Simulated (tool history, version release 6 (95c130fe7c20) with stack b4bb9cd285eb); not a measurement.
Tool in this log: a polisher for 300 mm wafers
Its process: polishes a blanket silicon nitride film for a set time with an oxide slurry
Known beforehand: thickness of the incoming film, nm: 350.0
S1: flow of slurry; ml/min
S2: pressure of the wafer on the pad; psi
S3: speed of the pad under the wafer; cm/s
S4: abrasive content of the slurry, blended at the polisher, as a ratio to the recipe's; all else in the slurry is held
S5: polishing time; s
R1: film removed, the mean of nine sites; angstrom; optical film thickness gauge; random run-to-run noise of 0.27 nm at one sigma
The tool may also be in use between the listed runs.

run 1 hour=0.0 | S1=170 S2=4.8 S3=90 S4=1.0 S5=17 | R1=134.43
run 2 hour=1.1 | S1=205 S2=4.8 S3=90 S4=1.0 S5=17 | R1=139.95
run 3 hour=3.7 | S1=165 S2=4.8 S3=90 S4=1.0 S5=17 | R1=131.16
run 4 hour=7.7 | S1=165 S2=3.9 S3=90 S4=1.0 S5=17 | R1=108.72
run 5 hour=11.3 | S1=165 S2=3.9 S3=104 S4=1.0 S5=17 | R1=118.33
run 6 hour=15.3 | S1=165 S2=3.9 S3=104 S4=1.0 S5=17 | R1=122.19
run 7 hour=20.3 | S1=175 S2=4.7 S3=106 S4=1.0 S5=17 | R1=144.06
run 8 hour=21.6 | S1=185 S2=5.3 S3=108 S4=1.0 S5=17 | R1=170.33

Predict the results of run 9:
run 9 hour=23.5 | S1=195 S2=5.7 S3=108 S4=1.0 S5=17 | R1=?

Run 9 measured R1 185.21 angstrom.
